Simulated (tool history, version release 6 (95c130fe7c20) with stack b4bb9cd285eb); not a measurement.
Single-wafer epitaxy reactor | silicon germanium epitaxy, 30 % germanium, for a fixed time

run  hour  wafer temperature setpoint (pyrometer-controlled) (°C)  chamber pressure (mTorr)  mean film thickness on the monitor wafer (Å)
  1   0.0                                                     580                     23200                                        474.46
  2   4.7                                                     586                     23200                                        536.31
  3   6.6                                                     581                     23000                                        478.22
  4   8.9                                                     581                     27200                                        529.78
  5  16.0                                                     572                     27200                                        431.90
  6  23.8                                                     564                     27200                                        361.27
  7  30.2                                                     563                     27200                                        352.50
  8  30.8                                                     562                     27200                                        344.54
  9  34.7                                                     562                     27200                                        345.76

The next listed run, before its measurement:
 10  41.9                                                     556                     26900                                             ?

{"run 10": {"mean film thickness on the monitor wafer (Å)": 300.21}}

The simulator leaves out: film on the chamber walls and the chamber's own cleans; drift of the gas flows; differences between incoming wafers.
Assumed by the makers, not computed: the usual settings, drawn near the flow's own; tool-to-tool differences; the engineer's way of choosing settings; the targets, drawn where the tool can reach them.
